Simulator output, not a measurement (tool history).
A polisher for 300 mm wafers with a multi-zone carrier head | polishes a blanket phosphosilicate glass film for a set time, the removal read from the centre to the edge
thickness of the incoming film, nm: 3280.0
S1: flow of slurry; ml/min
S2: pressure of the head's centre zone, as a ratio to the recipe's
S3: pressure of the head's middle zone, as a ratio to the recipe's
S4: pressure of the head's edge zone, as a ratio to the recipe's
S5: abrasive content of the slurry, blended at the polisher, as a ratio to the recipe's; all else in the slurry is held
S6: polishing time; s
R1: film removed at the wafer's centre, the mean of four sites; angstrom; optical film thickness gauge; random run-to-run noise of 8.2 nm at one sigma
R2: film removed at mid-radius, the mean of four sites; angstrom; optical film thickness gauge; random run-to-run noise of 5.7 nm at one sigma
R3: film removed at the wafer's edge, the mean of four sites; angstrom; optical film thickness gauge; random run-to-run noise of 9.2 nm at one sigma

{"run": 1, "hour": 0.0, "S1": 295, "S2": 1.0, "S3": 1.0, "S4": 1.0, "S5": 1.0, "S6": 89, "R1": 7342.2, "R2": 7098.9, "R3": 7370.7}
{"run": 2, "hour": 9.0, "S1": 300, "S2": 1.0, "S3": 1.01, "S4": 1.02, "S5": 1.05, "S6": 89, "R1": 7441.1, "R2": 7420.3, "R3": 7634.8}
{"run": 3, "hour": 12.1, "S1": 305, "S2": 1.0, "S3": 1.01, "S4": 1.04, "S5": 1.05, "S6": 89, "R1": 7429.6, "R2": 7414.8, "R3": 7684.2}
{"run": 4, "hour": 16.3, "S1": 305, "S2": 1.0, "S3": 1.05, "S4": 1.04, "S5": 1.05, "S6": 89, "R1": 7494.5, "R2": 7588.3, "R3": 7649.1}
{"run": 5, "hour": 16.8, "S1": 305, "S2": 0.96, "S3": 1.05, "S4": 1.04, "S5": 1.05, "S6": 89, "R1": 7055.7, "R2": 7605.7, "R3": 7737.0}
{"run": 6, "hour": 18.2, "S1": 305, "S2": 0.96, "S3": 1.05, "S4": 1.04, "S5": 0.85, "S6": 89, "R1": 6364.5, "R2": 6800.8, "R3": 6791.3}
{"run": 7, "hour": 21.3, "S1": 305, "S2": 0.96, "S3": 1.05, "S4": 1.05, "S5": 0.9, "S6": 89, "R1": 6626.2, "R2": 7033.9, "R3": 7094.9}
{"run": 8, "hour": 29.2, "S1": 305, "S2": 0.96, "S3": 1.05, "S4": 1.06, "S5": 0.95, "S6": 89, "R1": 6807.0, "R2": 7349.4, "R3": 7266.9}
{"run": 9, "hour": 38.1, "S1": 310, "S2": 0.96, "S3": 1.04, "S4": 1.07, "S5": 1.0, "S6": 89, "R1": 6973.6, "R2": 7415.5, "R3": 7546.2}
{"run": 10, "hour": 45.2, "S1": 310, "S2": 0.96, "S3": 1.04, "S4": 1.08, "S5": 1.05, "S6": 89, "R1": 7311.6, "R2": 7546.6, "R3": 7727.7}
{"run": 11, "hour": 47.3, "S1": 310, "S2": 0.95, "S3": 1.04, "S4": 1.08, "S5": 1.1, "S6": 89, "R1": 7331.3, "R2": 7814.5, "R3": 7897.4}
{"run": 12, "hour": 51.3, "S1": 310, "S2": 0.94, "S3": 1.04, "S4": 1.09, "S5": 1.15, "S6": 89, "R1": 7268.2, "R2": 7997.3, "R3": 8070.5}
{"run": 13, "hour": 57.9, "S1": 310, "S2": 0.94, "S3": 1.04, "S4": 1.1, "S5": 1.2, "S6": 89, "R1": 7498.9, "R2": 8055.0, "R3": 8332.0}

What does the tool deliver on the next run?
{"run": 14, "hour": 66.4, "S1": 315, "S2": 0.94, "S3": 1.04, "S4": 1.11, "S5": 1.2, "S6": 89, "R1": "?", "R2": "?", "R3": "?"}

R1: 7582.0 angstrom
R2: 8072.0 angstrom
R3: 8375.8 angstrom

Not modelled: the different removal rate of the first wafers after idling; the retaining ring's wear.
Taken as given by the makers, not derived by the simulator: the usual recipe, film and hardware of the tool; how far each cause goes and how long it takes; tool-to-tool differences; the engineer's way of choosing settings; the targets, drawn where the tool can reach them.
